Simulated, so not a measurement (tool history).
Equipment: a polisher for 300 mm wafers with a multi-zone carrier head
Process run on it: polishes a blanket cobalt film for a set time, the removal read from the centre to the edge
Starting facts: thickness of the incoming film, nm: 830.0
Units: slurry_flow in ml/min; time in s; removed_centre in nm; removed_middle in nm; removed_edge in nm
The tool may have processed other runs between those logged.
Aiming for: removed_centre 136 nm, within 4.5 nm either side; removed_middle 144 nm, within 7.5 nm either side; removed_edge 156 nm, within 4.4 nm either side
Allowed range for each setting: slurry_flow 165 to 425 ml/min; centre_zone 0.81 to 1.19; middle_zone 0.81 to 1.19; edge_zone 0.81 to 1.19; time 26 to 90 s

run  hour  slurry_flow  centre_zone  middle_zone  edge_zone  time  removed_centre  removed_middle  removed_edge
  1     0          275            1            1          1    58          201.46          193.19        195.08
  2   3.7          275            1         0.94          1    58          201.13          181.22        196.49
  3    10          275            1         0.94       1.05    58          200.37          182.36        203.41
  4    18          270         0.97         0.93       1.03    56          185.52          175.81        191.71
  5  21.5          265         0.94         0.91       1.01    55          176.38          170.02        187.88
  6  23.6          260         0.92          0.9       0.99    54          168.07           165.1        178.43
  7  27.7          255          0.9         0.88       0.98    53          162.43          161.47        177.17
  8  35.6          250         0.89         0.87       0.97    52          158.36          152.53        175.14
  9  37.9          250         0.88         0.87       0.96    51          150.92          151.83        167.99

Exercise: of the 4 proposed moves below, exactly one satisfies all targets within the stated allowed misses. Which move is it?
  A  40.2          255         0.81         0.86       0.86    50               ?               ?             ?
  B  40.2          295         0.99         0.98       0.84    52               ?               ?             ?
  C  40.2          295         1.03         0.92       0.91    49               ?               ?             ?
  D  40.2          200          0.9         0.88       0.97    56               ?               ?             ?

move  removed_centre  removed_middle  removed_edge
   A          138.68          147.72        156.95
   B          178.86          172.99         162.6
   C          175.33          154.56           159
   D          169.11          165.28         183.1
A: every result lands within tolerance
B: lands further from the targets than the last run did
C: lands further from the targets than the last run did
D: lands further from the targets than the last run did
Go with A: it meets all targets.

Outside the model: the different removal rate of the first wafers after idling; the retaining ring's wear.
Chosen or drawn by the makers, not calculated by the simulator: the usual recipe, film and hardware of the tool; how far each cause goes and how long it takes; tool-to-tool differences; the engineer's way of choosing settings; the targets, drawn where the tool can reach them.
